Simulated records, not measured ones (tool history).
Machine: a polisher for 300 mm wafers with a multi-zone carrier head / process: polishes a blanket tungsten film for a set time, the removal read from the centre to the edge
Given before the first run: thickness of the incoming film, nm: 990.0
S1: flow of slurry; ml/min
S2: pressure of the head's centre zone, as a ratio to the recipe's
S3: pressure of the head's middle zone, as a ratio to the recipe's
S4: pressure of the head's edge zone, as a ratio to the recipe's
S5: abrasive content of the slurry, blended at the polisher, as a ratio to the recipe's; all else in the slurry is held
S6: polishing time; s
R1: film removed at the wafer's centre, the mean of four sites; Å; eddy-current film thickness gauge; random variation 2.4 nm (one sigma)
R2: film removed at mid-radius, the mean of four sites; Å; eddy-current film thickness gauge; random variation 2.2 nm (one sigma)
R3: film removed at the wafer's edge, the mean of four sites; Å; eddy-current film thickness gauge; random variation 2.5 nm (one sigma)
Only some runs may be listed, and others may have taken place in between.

run,hour,S1,S2,S3,S4,S5,S6,R1,R2,R3
1,0,240,1,1,1,1,64,3535.1,3479.1,3567.3
2,3.9,240,0.99,0.99,0.99,0.95,60,3215.4,3211.9,3295.6
3,11.2,240,0.99,0.98,0.98,0.9,57,3033.7,2961,2973.2
4,14.5,240,0.99,0.98,0.98,0.9,69,3685.6,3594.2,3585.1
5,22.5,235,0.97,0.96,0.98,0.85,66,3355.2,3360.9,3387.8
6,24.2,235,0.97,1.04,0.98,0.85,66,3450.5,3573.4,3422.4
7,28.1,205,0.92,0.94,0.94,0.6,48,2072,2111,2174.7
8,29.6,205,0.91,0.93,0.93,0.6,48,2047.8,2044.9,2155.5
9,35.1,205,0.9,0.93,0.92,0.6,48,2007.6,2118,2121.4
10,43.5,200,0.9,0.92,0.92,0.6,48,2027.6,2051.5,2106.3
11,51.1,200,0.89,0.91,0.92,0.6,48,1990.8,2041.9,2143.1

Forecast run 12:
12,57.5,200,0.89,0.91,0.92,0.6,48,?,?,?

For run 12 the tool returned R1 1966 Å, R2 2085.7 Å, R3 2165.5 Å.
